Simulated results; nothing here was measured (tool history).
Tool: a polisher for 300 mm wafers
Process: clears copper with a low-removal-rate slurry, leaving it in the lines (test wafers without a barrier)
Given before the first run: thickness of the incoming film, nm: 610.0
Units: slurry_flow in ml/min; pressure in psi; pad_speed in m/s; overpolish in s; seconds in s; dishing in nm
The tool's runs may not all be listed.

run,day,slurry_flow,pressure,pad_speed,slurry_solids,overpolish,seconds,dishing
1,0,210,3,1.24,1,14,182.3,31.092
2,0.033,240,3,1.24,1,14,179.84,31.745
3,0.108,220,3,1.24,1,14,180.71,31.664
4,0.208,220,3.3,1.24,1,14,164.31,34.414
5,0.271,220,3,1.2,1,14,184.1,31.595
6,0.433,220,2.5,1.2,1,14,220.37,26.499
7,0.562,220,2.3,1.16,1,14,249.94,23.727
8,0.833,220,2.2,1.14,1,14,257.43,22.337

Run 9 is up next; what results do you expect?
9,1.104,220,2.1,1.12,1,14,?,?

{"run 9": {"seconds": 282.03, "dishing": 21.145}}
